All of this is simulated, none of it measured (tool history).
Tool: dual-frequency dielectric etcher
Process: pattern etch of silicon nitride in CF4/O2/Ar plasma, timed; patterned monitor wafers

run  hour  source power (W)  bias power (W)  Ar flow (sccm)  CF4 flow (sccm)  etch time (s)  mean etch depth across the wafer (Å)
  1     0               620              63              78              130          178.5                                4822.5
  2     1               640              63              78              130          178.5                                4988.3
  3   3.2               640              63              78              121          178.5                                4850.5
  4   6.3               640              63              89              121          178.5                                4817.6
  5  11.9               640              68              89              121          178.5                                4940.4
  6  15.2               640              68              98              121          178.5                                  4855
     22.7  -- Ar flow controller replaced
  7  22.7               660              68              98              121          178.5                                4959.9
  8  24.3               670              68              98              121          178.5                                5065.1

Run 9 comes next. What will it give?
  9  31.5               680              68              98              121          178.5                                     ?

mean etch depth across the wafer (Å): 5003.8
